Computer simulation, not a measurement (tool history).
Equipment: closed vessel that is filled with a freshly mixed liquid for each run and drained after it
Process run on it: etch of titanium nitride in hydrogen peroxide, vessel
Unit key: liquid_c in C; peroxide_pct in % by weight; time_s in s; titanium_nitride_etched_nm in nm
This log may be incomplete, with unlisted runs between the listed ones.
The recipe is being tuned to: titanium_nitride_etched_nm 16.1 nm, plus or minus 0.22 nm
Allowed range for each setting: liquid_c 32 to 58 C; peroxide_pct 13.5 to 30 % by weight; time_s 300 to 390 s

run,hour,liquid_c,peroxide_pct,time_s,titanium_nitride_etched_nm
1,0,42,25.5,390,8.5264
2,1.3,44,25.5,390,9.9723
3,3.5,45.5,25.5,390,11.232
4,5.4,45.5,29.5,390,11.485
5,8.8,40,29.5,390,7.5812
6,10.1,40,30,390,7.5905
7,14,42.5,30,390,9.2001
8,17.7,44.5,30,390,10.73
9,25,46,30,390,11.953
10,30.4,47,30,390,13.039
11,34.1,47.5,30,390,13.344
12,41.9,48,30,390,13.818
13,49.8,50.5,30,390,16.804

Which one of the following 5 next-run settings gets every result inside its allowed miss? There is exactly one.
A,57.7,51.5,30,390,?
B,57.7,55,20,325,?
C,57.7,51.5,30,380,?
D,57.7,50.5,25.5,390,?
E,57.7,51.5,29.5,380,?

move,titanium_nitride_etched_nm
A,17.752
B,17.35
C,17.297
D,15.941
E,17.232
A: its largest miss is bigger than the last run's
B: its largest miss is bigger than the last run's
C: its largest miss is bigger than the last run's
D: meets every target
E: its largest miss is bigger than the last run's
D is the move that brings every result within its allowed miss.
